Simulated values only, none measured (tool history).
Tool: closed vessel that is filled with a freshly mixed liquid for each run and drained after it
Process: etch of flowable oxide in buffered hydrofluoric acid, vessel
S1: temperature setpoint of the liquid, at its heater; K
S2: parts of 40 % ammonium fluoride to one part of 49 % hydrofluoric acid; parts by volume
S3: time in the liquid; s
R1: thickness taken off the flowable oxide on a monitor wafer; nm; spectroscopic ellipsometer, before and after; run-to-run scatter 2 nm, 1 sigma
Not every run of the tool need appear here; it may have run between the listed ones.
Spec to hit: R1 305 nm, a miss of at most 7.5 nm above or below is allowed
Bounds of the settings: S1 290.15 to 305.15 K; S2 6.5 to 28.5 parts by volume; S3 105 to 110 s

| run | day | S1 | S2 | S3 | R1 |
|---|---|---|---|---|---|
| 1 | 0 | 297.15 | 17.5 | 105 | 231.12 |
| 2 | 0.333 | 298.15 | 17.5 | 105 | 246.94 |
| 3 | 0.4 | 298.65 | 17.5 | 105 | 250.13 |
| 4 | 0.738 | 299.15 | 17.5 | 105 | 261.15 |
| 5 | 0.954 | 299.15 | 12.5 | 105 | 359.95 |
| 6 | 1.046 | 299.15 | 7.5 | 105 | 586.58 |
| 7 | 1.408 | 297.65 | 8 | 105 | 500.4 |
| 8 | 1.55 | 296.65 | 8 | 105 | 470.74 |
| 9 | 1.65 | 295.65 | 8 | 105 | 453.88 |
| 10 | 1.871 | 291.65 | 11 | 105 | 272.54 |
| 11 | 2.225 | 292.15 | 11 | 105 | 277.21 |

Exactly one of the 4 candidate moves below puts every result within its allowed miss. Which one?
| A | 2.579 | 291.15 | 10 | 110 | ? |
| B | 2.579 | 290.15 | 10.5 | 110 | ? |
| C | 2.579 | 291.15 | 8.5 | 105 | ? |
| D | 2.579 | 294.15 | 13 | 110 | ? |

| move | R1 |
|---|---|
| A | 305.97 |
| B | 275.62 |
| C | 332.12 |
| D | 280.29 |
A: all results in spec
B: moves away from the targets compared with the last run
C: takes the result that was furthest off past its target
D: nearer than the last run, and not there yet
Go with A: it meets all targets.
